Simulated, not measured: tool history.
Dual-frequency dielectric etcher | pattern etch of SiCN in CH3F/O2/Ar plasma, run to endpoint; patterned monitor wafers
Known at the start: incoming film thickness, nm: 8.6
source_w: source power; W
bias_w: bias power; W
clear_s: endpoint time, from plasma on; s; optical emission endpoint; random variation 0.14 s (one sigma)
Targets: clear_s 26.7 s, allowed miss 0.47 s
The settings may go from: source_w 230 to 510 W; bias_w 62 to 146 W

run 1 hour=0 | source_w=370 bias_w=104 | clear_s=20.331
run 2 hour=1.9 | source_w=430 bias_w=104 | clear_s=19.291
run 3 hour=3.3 | source_w=370 bias_w=91 | clear_s=21.468
run 4 hour=5.5 | source_w=330 bias_w=83 | clear_s=23.504
run 5 hour=10.8 | source_w=330 bias_w=94 | clear_s=22.233
run 6 hour=13 | source_w=300 bias_w=88 | clear_s=23.41
-- hour=20.9 bias power generator calibrated
run 7 hour=20.9 | source_w=280 bias_w=83 | clear_s=25.258
run 8 hour=25.5 | source_w=270 bias_w=83 | clear_s=25.389
run 9 hour=32 | source_w=260 bias_w=83 | clear_s=25.694
run 10 hour=33.6 | source_w=250 bias_w=83 | clear_s=25.899
run 11 hour=39.6 | source_w=250 bias_w=83 | clear_s=25.885

Which of these 5 next moves meets every target?
run A hour=45.6 | source_w=230 bias_w=96 | clear_s=?
run B hour=45.6 | source_w=250 bias_w=79 | clear_s=?
run C hour=45.6 | source_w=260 bias_w=86 | clear_s=?
run D hour=45.6 | source_w=270 bias_w=81 | clear_s=?
run E hour=45.6 | source_w=290 bias_w=82 | clear_s=?

move=A clear_s=24.886
move=B clear_s=26.547
move=C clear_s=25.233
move=D clear_s=25.636
move=E clear_s=24.936
A: further off than the last run
B: meets every target
C: further off than the last run
D: further off than the last run
E: further off than the last run
Move B is the one to make.
